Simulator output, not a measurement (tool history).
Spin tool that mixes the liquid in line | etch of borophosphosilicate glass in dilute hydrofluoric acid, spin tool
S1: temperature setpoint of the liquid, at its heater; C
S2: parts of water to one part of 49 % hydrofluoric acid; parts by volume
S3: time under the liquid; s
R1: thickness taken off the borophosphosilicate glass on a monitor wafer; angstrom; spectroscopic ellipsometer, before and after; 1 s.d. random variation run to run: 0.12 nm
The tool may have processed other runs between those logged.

Run 1, hour 0: S1 25 C, S2 255 parts by volume, S3 75 s. Result: R1 104.96 angstrom.
Run 2, hour 0.7: S1 27 C, S2 240 parts by volume, S3 75 s. Result: R1 118.9 angstrom.
Run 3, hour 4: S1 29 C, S2 240 parts by volume, S3 75 s. Result: R1 129.65 angstrom.
Run 4, hour 11.7: S1 30 C, S2 230 parts by volume, S3 75 s. Result: R1 140.83 angstrom.
Run 5, hour 18.4: S1 30 C, S2 230 parts by volume, S3 75 s. Result: R1 141.53 angstrom.
Run 6, hour 21.4: S1 30 C, S2 310 parts by volume, S3 75 s. Result: R1 96.118 angstrom.
Run 7, hour 27.9: S1 31 C, S2 280 parts by volume, S3 75 s. Result: R1 112.52 angstrom.
Run 8, hour 36.1: S1 33 C, S2 180 parts by volume, S3 75 s. Result: R1 215.81 angstrom.

Run 9 comes next. What will it give?
Run 9, hour 40.9: S1 32 C, S2 180 parts by volume, S3 75 s. Result: R1 ?.

{"run 9": {"R1": 207.54}}

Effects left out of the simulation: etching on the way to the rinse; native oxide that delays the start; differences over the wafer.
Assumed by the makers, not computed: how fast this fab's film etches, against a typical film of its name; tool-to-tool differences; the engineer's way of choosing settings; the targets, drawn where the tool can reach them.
